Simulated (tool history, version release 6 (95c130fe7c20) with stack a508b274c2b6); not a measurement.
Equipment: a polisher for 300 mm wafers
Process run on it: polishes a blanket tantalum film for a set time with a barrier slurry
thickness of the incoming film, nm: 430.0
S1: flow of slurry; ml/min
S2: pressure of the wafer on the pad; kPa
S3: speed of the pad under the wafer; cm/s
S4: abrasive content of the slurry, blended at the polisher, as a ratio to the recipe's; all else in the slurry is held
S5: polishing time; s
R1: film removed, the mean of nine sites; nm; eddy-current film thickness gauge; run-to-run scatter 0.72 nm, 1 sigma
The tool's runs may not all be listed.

run,hour,S1,S2,S3,S4,S5,R1
1,0,215,10.3,118,1,68,116.12
2,6.9,215,10.3,146,1,68,135.53
3,7.5,165,10.3,146,1,68,130
4,11.3,165,10.3,146,1,68,129.94
5,17.1,165,9.7,146,1,68,120.88
6,20.3,165,9.7,146,0.8,68,109.9
7,27.8,160,9.7,146,0.8,68,110.15
8,31.3,155,9.7,146,0.8,68,109.7
9,37.8,150,9.7,146,0.8,68,109.23
10,43.4,150,9.7,146,0.8,68,109.22
11,44.6,145,9.7,146,0.8,68,107.3

Estimate the outcome of run 12 from the log above:
12,49.2,140,9.7,146,0.8,68,?

R1: 106.2 nm
